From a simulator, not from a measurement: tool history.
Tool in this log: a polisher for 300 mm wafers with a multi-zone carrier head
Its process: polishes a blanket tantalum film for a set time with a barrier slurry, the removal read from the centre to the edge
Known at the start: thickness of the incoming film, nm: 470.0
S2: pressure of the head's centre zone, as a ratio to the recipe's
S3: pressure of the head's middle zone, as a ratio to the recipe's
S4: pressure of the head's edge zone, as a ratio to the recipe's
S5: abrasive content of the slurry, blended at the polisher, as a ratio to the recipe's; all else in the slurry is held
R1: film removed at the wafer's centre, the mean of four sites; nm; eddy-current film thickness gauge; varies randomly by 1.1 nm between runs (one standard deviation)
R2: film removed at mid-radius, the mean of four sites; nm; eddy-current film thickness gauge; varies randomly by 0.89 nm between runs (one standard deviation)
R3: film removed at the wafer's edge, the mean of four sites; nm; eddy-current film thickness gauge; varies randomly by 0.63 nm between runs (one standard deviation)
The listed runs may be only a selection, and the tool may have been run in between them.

run 1 day=0.000 | flow_of_slurry_(ml/min)=315 S2=1.00 S3=1.00 S4=1.00 S5=1.00 polishing_time_(s)=52 | R1=57.848 R2=57.679 R3=56.708
run 2 day=0.133 | flow_of_slurry_(ml/min)=315 S2=1.00 S3=1.00 S4=1.07 S5=1.00 polishing_time_(s)=52 | R1=56.688 R2=57.029 R3=58.161
run 3 day=0.375 | flow_of_slurry_(ml/min)=315 S2=1.00 S3=1.00 S4=1.14 S5=1.00 polishing_time_(s)=52 | R1=58.288 R2=57.026 R3=61.770
run 4 day=0.712 | flow_of_slurry_(ml/min)=285 S2=1.00 S3=1.00 S4=1.14 S5=1.00 polishing_time_(s)=52 | R1=56.783 R2=56.389 R3=60.927
run 5 day=0.917 | flow_of_slurry_(ml/min)=285 S2=1.00 S3=1.00 S4=1.14 S5=1.00 polishing_time_(s)=41 | R1=44.768 R2=44.202 R3=47.715
run 6 day=1.217 | flow_of_slurry_(ml/min)=300 S2=1.02 S3=1.03 S4=1.15 S5=1.10 polishing_time_(s)=44 | R1=50.456 R2=50.123 R3=52.831
run 7 day=1.483 | flow_of_slurry_(ml/min)=315 S2=1.04 S3=1.05 S4=1.16 S5=1.20 polishing_time_(s)=47 | R1=55.822 R2=56.218 R3=58.764
run 8 day=1.833 | flow_of_slurry_(ml/min)=330 S2=1.07 S3=1.07 S4=1.16 S5=1.25 polishing_time_(s)=49 | R1=61.254 R2=60.558 R3=61.638
run 9 day=2.042 | flow_of_slurry_(ml/min)=340 S2=1.09 S3=1.08 S4=1.16 S5=1.30 polishing_time_(s)=51 | R1=65.163 R2=62.925 R3=64.044
run 10 day=2.392 | flow_of_slurry_(ml/min)=345 S2=1.10 S3=1.10 S4=1.16 S5=1.35 polishing_time_(s)=53 | R1=69.199 R2=67.981 R3=67.462
run 11 day=2.504 | flow_of_slurry_(ml/min)=350 S2=1.11 S3=1.11 S4=1.16 S5=1.40 polishing_time_(s)=54 | R1=72.370 R2=70.275 R3=70.549

Run 12 comes next. What will it give?
run 12 day=2.625 | flow_of_slurry_(ml/min)=355 S2=1.12 S3=1.12 S4=1.16 S5=1.40 polishing_time_(s)=55 | R1=? R2=? R3=?

{"run 12": {"R1": 73.951, "R2": 73.952, "R3": 70.962}}
